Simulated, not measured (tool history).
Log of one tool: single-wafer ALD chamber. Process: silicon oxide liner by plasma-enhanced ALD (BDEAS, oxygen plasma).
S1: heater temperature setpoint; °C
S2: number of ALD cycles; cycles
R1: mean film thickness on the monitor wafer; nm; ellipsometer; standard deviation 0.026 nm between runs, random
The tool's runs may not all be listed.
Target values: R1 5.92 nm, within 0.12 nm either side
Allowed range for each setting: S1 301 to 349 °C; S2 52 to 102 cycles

Run 1, hour 0: S1 325 °C, S2 77 cycles. Result: R1 6.9248 nm.
Run 2, hour 3.8: S1 325 °C, S2 74 cycles. Result: R1 6.63 nm.
Run 3, hour 11.2: S1 331 °C, S2 74 cycles. Result: R1 6.5792 nm.
Run 4, hour 19.9: S1 331 °C, S2 72 cycles. Result: R1 6.4738 nm.
Run 5, hour 25: S1 331 °C, S2 65 cycles. Result: R1 5.7374 nm.
Run 6, hour 30.6: S1 331 °C, S2 70 cycles. Result: R1 6.2612 nm.
Run 7, hour 37.1: S1 331 °C, S2 69 cycles. Result: R1 6.0991 nm.
Run 8, hour 41.9: S1 331 °C, S2 68 cycles. Result: R1 6.064 nm.
Run 9, hour 46.8: S1 331 °C, S2 68 cycles. Result: R1 6.0701 nm.

Of the 4 settings listed for the next run, only one would bring every result within its allowed miss of target. Which one?
Run A, hour 51.7: S1 331 °C, S2 71 cycles. Result: R1 ?.
Run B, hour 51.7: S1 335 °C, S2 67 cycles. Result: R1 ?.
Run C, hour 51.7: S1 335 °C, S2 70 cycles. Result: R1 ?.
Run D, hour 51.7: S1 329 °C, S2 71 cycles. Result: R1 ?.

move      R1
   A  6.2518
   B   5.863
   C  6.1256
   D  6.2711
A: further off than the last run
B: all results in spec
C: further off than the last run
D: further off than the last run
B meets every target.
